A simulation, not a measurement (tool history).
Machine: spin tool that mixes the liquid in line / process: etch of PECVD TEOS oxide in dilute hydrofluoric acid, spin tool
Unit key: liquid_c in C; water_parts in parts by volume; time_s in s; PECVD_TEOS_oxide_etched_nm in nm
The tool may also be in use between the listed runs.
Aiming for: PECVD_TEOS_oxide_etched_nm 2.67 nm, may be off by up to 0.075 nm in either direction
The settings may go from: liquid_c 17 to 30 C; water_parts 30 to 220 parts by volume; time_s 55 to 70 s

run	hour	liquid_c	water_parts	time_s	PECVD_TEOS_oxide_etched_nm
1	0	22	125	70	6.365
2	4.5	21	145	70	5.1129
3	5	21	170	70	4.2925
4	8.1	21	145	70	5.2238
5	9.3	21	145	55	4.0582
6	11	20	150	55	3.7657
7	18.9	19.5	155	55	3.5241
8	25.8	19	160	55	3.3639
9	32.9	18.5	165	55	3.1666
10	36.8	18	170	55	2.9476
11	38.5	17.5	175	55	2.8258

Pick the move, out of 4, that brings all results within their allowed miss; only one does.
A	40.2	17.5	195	55	?
B	40.2	19.5	195	60	?
C	40.2	17	220	70	?
D	40.2	20	185	55	?

move	PECVD_TEOS_oxide_etched_nm
A	2.5041
B	2.9555
C	2.7069
D	2.9407
A: moves the result that the last run missed by most past its target, out the other side
B: its largest miss is bigger than the last run's
C: all results in spec
D: its largest miss is bigger than the last run's
C is the move that brings every result within its allowed miss.
